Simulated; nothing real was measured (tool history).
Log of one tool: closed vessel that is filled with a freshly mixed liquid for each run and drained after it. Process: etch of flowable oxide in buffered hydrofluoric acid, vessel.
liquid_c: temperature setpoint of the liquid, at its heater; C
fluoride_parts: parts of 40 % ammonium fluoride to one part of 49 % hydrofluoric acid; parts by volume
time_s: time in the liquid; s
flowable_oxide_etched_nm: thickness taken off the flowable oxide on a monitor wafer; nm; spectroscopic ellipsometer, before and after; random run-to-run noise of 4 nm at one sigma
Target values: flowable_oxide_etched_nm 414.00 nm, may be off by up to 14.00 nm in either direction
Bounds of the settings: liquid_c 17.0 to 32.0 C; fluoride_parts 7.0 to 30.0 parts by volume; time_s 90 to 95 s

| run | day | liquid_c | fluoride_parts | time_s | flowable_oxide_etched_nm |
|---|---|---|---|---|---|
| 1 | 0.000 | 25.0 | 19.0 | 90 | 209.71 |
| 2 | 0.204 | 25.0 | 19.0 | 95 | 221.57 |
| 3 | 0.400 | 25.0 | 19.0 | 90 | 213.16 |
| 4 | 0.429 | 25.0 | 19.0 | 90 | 210.83 |
| 5 | 0.600 | 25.0 | 24.5 | 90 | 177.03 |
| 6 | 0.821 | 25.0 | 29.5 | 90 | 157.12 |
| 7 | 0.996 | 29.0 | 23.5 | 95 | 240.31 |
|  | 1.212 | thermometer replaced |
| 8 | 1.212 | 30.0 | 19.5 | 95 | 262.80 |
| 9 | 1.454 | 30.5 | 15.5 | 95 | 340.54 |
| 10 | 1.512 | 31.0 | 14.5 | 95 | 369.78 |
| 11 | 1.604 | 31.5 | 14.0 | 95 | 396.66 |

Of the 4 settings listed for the next run, only one would bring every result within its allowed miss of target. Which one?
| A | 1.696 | 32.0 | 13.0 | 95 | ? |
| B | 1.696 | 31.5 | 12.5 | 90 | ? |
| C | 1.696 | 31.5 | 14.5 | 90 | ? |
| D | 1.696 | 26.5 | 10.5 | 90 | ? |

| move | flowable_oxide_etched_nm |
|---|---|
| A | 445.43 |
| B | 427.22 |
| C | 369.53 |
| D | 388.83 |
A: moves the result that the last run missed by most past its target, out the other side
B: all results in spec
C: moves away from the targets compared with the last run
D: moves away from the targets compared with the last run
So the answer is move B, the one that meets all the targets.
